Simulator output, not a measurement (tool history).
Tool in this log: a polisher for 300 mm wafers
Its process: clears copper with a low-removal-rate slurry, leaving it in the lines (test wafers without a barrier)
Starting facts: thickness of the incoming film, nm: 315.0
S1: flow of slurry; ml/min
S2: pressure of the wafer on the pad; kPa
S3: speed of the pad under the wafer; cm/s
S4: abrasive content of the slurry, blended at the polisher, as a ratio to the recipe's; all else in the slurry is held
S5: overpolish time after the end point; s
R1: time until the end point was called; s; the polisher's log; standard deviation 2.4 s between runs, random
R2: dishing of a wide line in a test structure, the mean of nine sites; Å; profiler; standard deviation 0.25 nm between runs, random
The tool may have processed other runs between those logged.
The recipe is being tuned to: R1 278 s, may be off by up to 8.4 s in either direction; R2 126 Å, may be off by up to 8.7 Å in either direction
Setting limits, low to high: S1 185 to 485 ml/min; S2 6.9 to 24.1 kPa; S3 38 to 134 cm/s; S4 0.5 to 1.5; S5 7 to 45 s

run	day	S1	S2	S3	S4	S5	R1	R2
1	0	310	15.2	86	1	23	141.8	339.23
2	0.25	270	15.2	86	1	23	144.79	337.38
3	0.458	270	13.8	84	1	21	159.92	282.9
4	0.729	270	12.4	82	1	20	176.84	255.23
5	0.783	215	12.4	82	1	20	185.62	236.51
6	0.892	215	12.4	82	1	11	183.07	139.95
7	0.967	210	11	80	1	12	209.92	136.64
8	1.325	210	10.3	80	1	12	216.82	131.82
9	1.517	210	9.7	80	1	13	231.39	127.91
10	1.833	210	9	80	1	14	240.99	136.45
11	2.158	210	8.3	80	1	14	259.34	126.75

5 next moves are on the table. One of them brings every result within its allowed miss. Which?
A	2.483	220	8.3	72	0.95	15	?	?
B	2.483	255	7.6	86	1.1	15	?	?
C	2.483	205	9.7	76	1.1	12	?	?
D	2.483	210	8.3	84	0.7	13	?	?
E	2.483	185	11.7	62	0.85	14	?	?

move	R1	R2
A	282.84	120.59
B	253.4	133.41
C	236.95	115.81
D	271.12	109.66
E	249.5	128.07
A: every result within its allowed miss
B: misses by more than the last run did
C: misses by more than the last run did
D: meets the target for the result that was furthest off, but another lies outside its allowed miss
E: misses by more than the last run did
A meets every target.
